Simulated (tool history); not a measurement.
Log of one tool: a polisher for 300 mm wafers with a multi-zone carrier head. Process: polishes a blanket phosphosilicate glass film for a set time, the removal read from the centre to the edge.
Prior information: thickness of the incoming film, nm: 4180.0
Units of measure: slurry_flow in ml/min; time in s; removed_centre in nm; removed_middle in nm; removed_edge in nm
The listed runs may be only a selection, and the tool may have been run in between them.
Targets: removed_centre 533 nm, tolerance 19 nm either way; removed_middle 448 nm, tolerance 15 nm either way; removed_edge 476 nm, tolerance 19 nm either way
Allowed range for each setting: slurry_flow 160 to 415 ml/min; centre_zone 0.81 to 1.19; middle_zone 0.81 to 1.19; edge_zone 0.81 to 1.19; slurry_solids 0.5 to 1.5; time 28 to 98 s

Run 1, hour 0: slurry_flow 265 ml/min, centre_zone 1, middle_zone 1, edge_zone 1, slurry_solids 1, time 63 s. Result: removed_centre 434.89 nm, removed_middle 422.43 nm, removed_edge 433.4 nm.
Run 2, hour 5.6: slurry_flow 270 ml/min, centre_zone 1.02, middle_zone 1, edge_zone 1.01, slurry_solids 1, time 63 s. Result: removed_centre 441.45 nm, removed_middle 428.26 nm, removed_edge 439.83 nm.
Run 3, hour 13.5: slurry_flow 270 ml/min, centre_zone 1.02, middle_zone 1, edge_zone 1.01, slurry_solids 1.1, time 63 s. Result: removed_centre 463.75 nm, removed_middle 450.14 nm, removed_edge 457.72 nm.
Run 4, hour 19: slurry_flow 270 ml/min, centre_zone 1.02, middle_zone 1, edge_zone 0.95, slurry_solids 1.1, time 63 s. Result: removed_centre 460.16 nm, removed_middle 444.75 nm, removed_edge 442.38 nm.
Run 5, hour 23.9: slurry_flow 270 ml/min, centre_zone 1.02, middle_zone 1, edge_zone 0.89, slurry_solids 1.1, time 63 s. Result: removed_centre 463.97 nm, removed_middle 446.17 nm, removed_edge 429.18 nm.
Run 6, hour 29.3: slurry_flow 270 ml/min, centre_zone 1.02, middle_zone 1, edge_zone 0.89, slurry_solids 0.95, time 63 s. Result: removed_centre 437.67 nm, removed_middle 423.74 nm, removed_edge 405.01 nm.
Run 7, hour 30.7: slurry_flow 275 ml/min, centre_zone 1.04, middle_zone 1, edge_zone 0.91, slurry_solids 0.95, time 63 s. Result: removed_centre 444.53 nm, removed_middle 416.16 nm, removed_edge 411.35 nm.
Run 8, hour 34: slurry_flow 310 ml/min, centre_zone 1.14, middle_zone 1.05, edge_zone 1.01, slurry_solids 1.15, time 63 s. Result: removed_centre 531.85 nm, removed_middle 486.86 nm, removed_edge 466.74 nm.
Run 9, hour 41.6: slurry_flow 305 ml/min, centre_zone 1.14, middle_zone 1.04, edge_zone 1.01, slurry_solids 1.15, time 63 s. Result: removed_centre 532.99 nm, removed_middle 479.97 nm, removed_edge 472.23 nm.
Run 10, hour 46.2: slurry_flow 300 ml/min, centre_zone 1.14, middle_zone 1.03, edge_zone 1.01, slurry_solids 1.15, time 63 s. Result: removed_centre 529.16 nm, removed_middle 461.83 nm, removed_edge 463.65 nm.
Run 11, hour 48.1: slurry_flow 290 ml/min, centre_zone 1.14, middle_zone 1, edge_zone 1.07, slurry_solids 1.2, time 63 s. Result: removed_centre 541.25 nm, removed_middle 460.08 nm, removed_edge 488.33 nm.
Run 12, hour 55.9: slurry_flow 280 ml/min, centre_zone 1.14, middle_zone 1, edge_zone 1.06, slurry_solids 1.2, time 63 s. Result: removed_centre 530.51 nm, removed_middle 455.12 nm, removed_edge 482.63 nm.

Below are 4 possible settings for the next run. Only one of them brings all results inside the allowed miss of their targets. Which is it?
Run A, hour 63.7: slurry_flow 240 ml/min, centre_zone 1.11, middle_zone 1.01, edge_zone 1.07, slurry_solids 1.25, time 63 s. Result: removed_centre ?, removed_middle ?, removed_edge ?.
Run B, hour 63.7: slurry_flow 380 ml/min, centre_zone 1.12, middle_zone 0.93, edge_zone 1.11, slurry_solids 1.2, time 59 s. Result: removed_centre ?, removed_middle ?, removed_edge ?.
Run C, hour 63.7: slurry_flow 305 ml/min, centre_zone 1.08, middle_zone 0.97, edge_zone 1.14, slurry_solids 1.15, time 66 s. Result: removed_centre ?, removed_middle ?, removed_edge ?.
Run D, hour 63.7: slurry_flow 295 ml/min, centre_zone 1.16, middle_zone 0.99, edge_zone 1.11, slurry_solids 1.35, time 59 s. Result: removed_centre ?, removed_middle ?, removed_edge ?.

move  removed_centre  removed_middle  removed_edge
   A          524.97          469.62        480.46
   B          505.36          416.79        460.78
   C          527.77          468.37        506.54
   D          537.34          451.32        475.02
A: misses by more than the last run did
B: the result that was furthest off in the last run now lies on the other side of its target
C: misses by more than the last run did
D: hits every target within its allowed miss
D is the move that brings every result within its allowed miss.
